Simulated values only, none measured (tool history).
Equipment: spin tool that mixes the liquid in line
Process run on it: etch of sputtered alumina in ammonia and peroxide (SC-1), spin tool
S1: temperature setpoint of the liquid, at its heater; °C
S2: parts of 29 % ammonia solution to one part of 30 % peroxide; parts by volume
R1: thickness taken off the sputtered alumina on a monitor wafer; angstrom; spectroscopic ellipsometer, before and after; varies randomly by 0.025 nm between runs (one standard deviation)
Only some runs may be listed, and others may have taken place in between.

{"run": 1, "hour": 0.0, "S1": 53.0, "S2": 0.45, "time under the liquid (s)": 60, "R1": 19.119}
{"run": 2, "hour": 6.9, "S1": 53.0, "S2": 0.45, "time under the liquid (s)": 60, "R1": 18.872}
{"run": 3, "hour": 7.6, "S1": 55.0, "S2": 0.45, "time under the liquid (s)": 60, "R1": 21.048}
{"run": 4, "hour": 10.1, "S1": 55.0, "S2": 0.4, "time under the liquid (s)": 60, "R1": 21.373}
{"run": 5, "hour": 14.9, "S1": 55.0, "S2": 0.4, "time under the liquid (s)": 35, "R1": 12.156}
{"run": 6, "hour": 23.9, "S1": 55.0, "S2": 0.35, "time under the liquid (s)": 35, "R1": 12.023}
{"run": 7, "hour": 25.1, "S1": 58.5, "S2": 0.35, "time under the liquid (s)": 35, "R1": 14.386}

Estimate the outcome of run 8 from the log above:
{"run": 8, "hour": 33.9, "S1": 61.0, "S2": 0.4, "time under the liquid (s)": 35, "R1": "?"}

Logged for run 8: R1 16.746 angstrom.
